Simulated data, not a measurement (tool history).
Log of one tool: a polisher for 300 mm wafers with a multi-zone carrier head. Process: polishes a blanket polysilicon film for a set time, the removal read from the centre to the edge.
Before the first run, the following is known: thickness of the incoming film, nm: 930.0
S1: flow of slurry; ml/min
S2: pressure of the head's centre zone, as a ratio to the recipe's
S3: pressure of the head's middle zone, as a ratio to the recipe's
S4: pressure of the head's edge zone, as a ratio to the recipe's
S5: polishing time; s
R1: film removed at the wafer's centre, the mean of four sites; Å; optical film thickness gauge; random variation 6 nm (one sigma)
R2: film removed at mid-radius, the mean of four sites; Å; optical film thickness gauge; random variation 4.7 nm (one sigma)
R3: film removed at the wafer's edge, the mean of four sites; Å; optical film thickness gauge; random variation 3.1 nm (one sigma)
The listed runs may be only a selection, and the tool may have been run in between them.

Run 1, hour 0: S1 305 ml/min, S2 1, S3 1, S4 1, S5 36 s. Result: R1 3085.1 Å, R2 2977.2 Å, R3 3007.9 Å.
Run 2, hour 8.4: S1 305 ml/min, S2 1, S3 1, S4 1.03, S5 36 s. Result: R1 3077.3 Å, R2 3105.9 Å, R3 3056.1 Å.
Run 3, hour 16.4: S1 305 ml/min, S2 1, S3 1, S4 1.03, S5 43 s. Result: R1 3710 Å, R2 3629.8 Å, R3 3750.6 Å.
Run 4, hour 19.8: S1 305 ml/min, S2 1, S3 1, S4 1.09, S5 43 s. Result: R1 3680.4 Å, R2 3597 Å, R3 3719.1 Å.
Run 5, hour 25.1: S1 315 ml/min, S2 1.02, S3 1.03, S4 1.08, S5 43 s. Result: R1 3697.3 Å, R2 3836.9 Å, R3 3753.1 Å.
Run 6, hour 32.2: S1 315 ml/min, S2 1.02, S3 1.03, S4 1.08, S5 36 s. Result: R1 3098.7 Å, R2 3212.2 Å, R3 3146.3 Å.
Run 7, hour 34.3: S1 320 ml/min, S2 1.04, S3 1.04, S4 1.05, S5 37 s. Result: R1 3333.2 Å, R2 3223.4 Å, R3 3220 Å.
Run 8, hour 36.2: S1 320 ml/min, S2 1.04, S3 1.06, S4 1.02, S5 38 s. Result: R1 3365.8 Å, R2 3458.1 Å, R3 3253.4 Å.
Run 9, hour 44.5: S1 325 ml/min, S2 1.06, S3 1.08, S4 1.01, S5 38 s. Result: R1 3449.9 Å, R2 3454.4 Å, R3 3192.9 Å.

Run 10, settings as shown, results not yet in. Your forecast:
Run 10, hour 46.3: S1 330 ml/min, S2 1.08, S3 1.1, S4 1.01, S5 38 s. Result: R1 ?, R2 ?, R3 ?.

{"run 10": {"R1": 3549.2, "R2": 3544.2, "R3": 3219.3}}
